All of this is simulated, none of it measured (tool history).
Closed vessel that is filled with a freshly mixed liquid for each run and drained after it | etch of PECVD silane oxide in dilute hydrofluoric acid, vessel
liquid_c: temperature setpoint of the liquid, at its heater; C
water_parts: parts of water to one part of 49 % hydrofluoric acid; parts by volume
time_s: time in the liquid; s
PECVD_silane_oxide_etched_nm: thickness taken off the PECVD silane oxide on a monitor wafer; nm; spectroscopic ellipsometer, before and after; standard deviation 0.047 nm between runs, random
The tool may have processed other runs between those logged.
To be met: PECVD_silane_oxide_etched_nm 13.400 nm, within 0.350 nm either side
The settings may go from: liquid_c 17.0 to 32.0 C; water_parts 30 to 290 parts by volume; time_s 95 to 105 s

run	hour	liquid_c	water_parts	time_s	PECVD_silane_oxide_etched_nm
1	0.0	24.0	160	95	19.457
2	4.5	24.0	210	95	14.115
3	11.9	23.5	210	95	13.840
4	15.9	26.0	210	95	15.191
5	17.2	25.5	210	95	14.857
6	24.7	25.0	210	95	14.541
7	31.3	25.0	210	95	14.610
8	39.6	24.5	210	95	14.196
9	44.1	24.0	210	95	14.129
10	53.2	23.5	210	95	13.843

Consider the 5 candidate settings below. Which is the only one whose results all fall within their allowed miss of target?
A	62.3	19.0	185	100	?
B	62.3	25.0	210	95	?
C	62.3	20.5	190	95	?
D	62.3	23.5	225	105	?
E	62.3	26.0	240	100	?

move	PECVD_silane_oxide_etched_nm
A	14.197
B	14.531
C	13.855
D	13.968
E	13.428
A: lands further from the targets than the last run did
B: lands further from the targets than the last run did
C: neither nearer nor further off than the last run
D: lands further from the targets than the last run did
E: hits every target within its allowed miss
E is the move that brings every result within its allowed miss.
